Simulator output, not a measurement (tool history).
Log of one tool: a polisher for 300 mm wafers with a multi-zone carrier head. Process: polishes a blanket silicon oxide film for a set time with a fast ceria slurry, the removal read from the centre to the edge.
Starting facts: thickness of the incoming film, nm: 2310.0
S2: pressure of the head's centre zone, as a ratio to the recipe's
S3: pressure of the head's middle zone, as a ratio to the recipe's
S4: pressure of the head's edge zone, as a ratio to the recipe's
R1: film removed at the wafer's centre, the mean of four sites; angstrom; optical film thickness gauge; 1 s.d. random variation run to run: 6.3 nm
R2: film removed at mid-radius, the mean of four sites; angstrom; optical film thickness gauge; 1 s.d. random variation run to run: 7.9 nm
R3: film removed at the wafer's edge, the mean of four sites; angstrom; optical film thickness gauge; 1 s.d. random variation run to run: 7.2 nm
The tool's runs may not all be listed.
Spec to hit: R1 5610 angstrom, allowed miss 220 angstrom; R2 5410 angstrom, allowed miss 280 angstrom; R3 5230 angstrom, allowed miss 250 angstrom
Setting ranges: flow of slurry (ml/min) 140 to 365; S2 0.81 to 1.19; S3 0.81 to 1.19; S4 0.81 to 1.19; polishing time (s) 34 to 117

run 1 day=0 | flow_of_slurry_(ml/min)=235 S2=1 S3=1 S4=1 polishing_time_(s)=75 | R1=8170.6 R2=7948.1 R3=7966.7
run 2 day=0.142 | flow_of_slurry_(ml/min)=235 S2=1 S3=0.99 S4=0.97 polishing_time_(s)=67 | R1=7347.4 R2=7261 R3=7175
run 3 day=0.479 | flow_of_slurry_(ml/min)=235 S2=1.01 S3=0.98 S4=0.96 polishing_time_(s)=60 | R1=6632.4 R2=6375.9 R3=6245.3
run 4 day=0.579 | flow_of_slurry_(ml/min)=235 S2=1.01 S3=1.02 S4=0.96 polishing_time_(s)=60 | R1=6669.6 R2=6603.5 R3=6342.6
run 5 day=0.688 | flow_of_slurry_(ml/min)=235 S2=1.01 S3=1.02 S4=0.88 polishing_time_(s)=60 | R1=6728.2 R2=6546.1 R3=6246.3
run 6 day=0.912 | flow_of_slurry_(ml/min)=235 S2=1.01 S3=1.02 S4=0.91 polishing_time_(s)=60 | R1=6546.1 R2=6580.6 R3=6243.4
run 7 day=1.042 | flow_of_slurry_(ml/min)=235 S2=1.01 S3=1.01 S4=0.91 polishing_time_(s)=57 | R1=6338.8 R2=6251.4 R3=5867.8
run 8 day=1.242 | flow_of_slurry_(ml/min)=230 S2=1 S3=0.99 S4=0.9 polishing_time_(s)=55 | R1=6154.4 R2=6042.3 R3=5602.2
run 9 day=1.446 | flow_of_slurry_(ml/min)=235 S2=0.99 S3=0.97 S4=0.93 polishing_time_(s)=53 | R1=5804 R2=5716.1 R3=5523
run 10 day=1.812 | flow_of_slurry_(ml/min)=225 S2=0.99 S3=0.94 S4=0.88 polishing_time_(s)=50 | R1=5381.2 R2=4960.2 R3=5047

Which one of the following 5 next-run settings gets every result inside its allowed miss? There is exactly one.
run A day=2.179 | flow_of_slurry_(ml/min)=190 S2=0.96 S3=0.81 S4=0.83 polishing_time_(s)=54 | R1=? R2=? R3=?
run B day=2.179 | flow_of_slurry_(ml/min)=250 S2=1.01 S3=0.99 S4=0.94 polishing_time_(s)=50 | R1=? R2=? R3=?
run C day=2.179 | flow_of_slurry_(ml/min)=215 S2=1.04 S3=0.93 S4=0.82 polishing_time_(s)=54 | R1=? R2=? R3=?
run D day=2.179 | flow_of_slurry_(ml/min)=230 S2=1.05 S3=0.9 S4=0.87 polishing_time_(s)=49 | R1=? R2=? R3=?
run E day=2.179 | flow_of_slurry_(ml/min)=225 S2=1.02 S3=0.89 S4=0.93 polishing_time_(s)=56 | R1=? R2=? R3=?

move=A R1=5657.8 R2=4751.7 R3=5209.2
move=B R1=5670.2 R2=5341.7 R3=5199.8
move=C R1=6184.6 R2=5393.5 R3=5224.1
move=D R1=5703.7 R2=4794.4 R3=4893.8
move=E R1=6330.9 R2=5417.2 R3=5757.9
A: its largest miss is bigger than the last run's
B: all results land within tolerance of their targets
C: corrects the largest miss of the last run, while another result sits out of spec
D: its largest miss is bigger than the last run's
E: corrects the largest miss of the last run, while another result sits out of spec
B meets every target.
